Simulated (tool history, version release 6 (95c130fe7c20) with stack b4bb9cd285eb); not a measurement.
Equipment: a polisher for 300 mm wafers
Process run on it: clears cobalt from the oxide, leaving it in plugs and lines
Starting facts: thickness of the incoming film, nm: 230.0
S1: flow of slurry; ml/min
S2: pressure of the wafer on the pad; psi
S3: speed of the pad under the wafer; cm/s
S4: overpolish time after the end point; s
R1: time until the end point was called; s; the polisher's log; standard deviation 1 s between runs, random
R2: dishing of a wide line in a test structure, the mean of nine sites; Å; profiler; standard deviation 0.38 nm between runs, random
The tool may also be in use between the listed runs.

run	hour	S1	S2	S3	S4	R1	R2
1	0.0	155	1.9	92	29	42.253	716.72
2	2.4	150	1.8	90	27	46.956	675.80
3	8.1	150	1.8	90	34	46.751	721.81
4	17.0	145	1.7	90	31	49.564	698.41
5	19.2	155	1.7	84	28	53.271	649.18
6	20.4	165	1.7	80	26	54.071	607.22
7	25.3	175	1.7	76	24	56.299	574.29
8	27.4	220	1.6	50	10	85.131	223.52

The next listed run, before its measurement:
9	31.7	215	1.6	50	10	?	?

R1: 87.807 s
R2: 224.67 Å
